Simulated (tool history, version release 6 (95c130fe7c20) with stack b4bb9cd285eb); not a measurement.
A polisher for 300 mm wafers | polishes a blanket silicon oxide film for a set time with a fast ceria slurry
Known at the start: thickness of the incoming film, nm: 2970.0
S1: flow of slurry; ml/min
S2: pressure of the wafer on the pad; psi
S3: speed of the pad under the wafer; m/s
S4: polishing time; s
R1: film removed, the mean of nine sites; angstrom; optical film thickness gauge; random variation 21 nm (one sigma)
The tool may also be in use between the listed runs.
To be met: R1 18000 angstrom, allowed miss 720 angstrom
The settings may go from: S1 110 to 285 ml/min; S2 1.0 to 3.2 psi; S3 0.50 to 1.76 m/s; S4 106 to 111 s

run,day,S1,S2,S3,S4,R1
1,0.000,180,2.1,1.12,106,11600
2,0.179,180,2.1,1.26,106,12797
3,0.450,180,2.3,1.26,106,14138
4,0.754,180,2.4,1.26,106,14763
5,0.938,180,2.4,1.26,111,15186
6,1.158,210,2.4,1.26,111,15284
7,1.375,210,2.5,1.26,111,15832
8,1.688,210,2.6,1.26,111,16634

5 next moves are on the table. One of them brings every result within its allowed miss. Which?
A,2.000,235,2.4,1.62,111,?
B,2.000,185,2.7,1.38,109,?
C,2.000,215,2.2,1.36,106,?
D,2.000,195,2.6,1.58,111,?
E,2.000,220,3.2,1.24,111,?

move,R1
A,19268
B,18018
C,14651
D,19887
E,20113
A: takes the result that was furthest off past its target
B: meets every target
C: further off than the last run
D: takes the result that was furthest off past its target
E: takes the result that was furthest off past its target
Move B is the one to make.
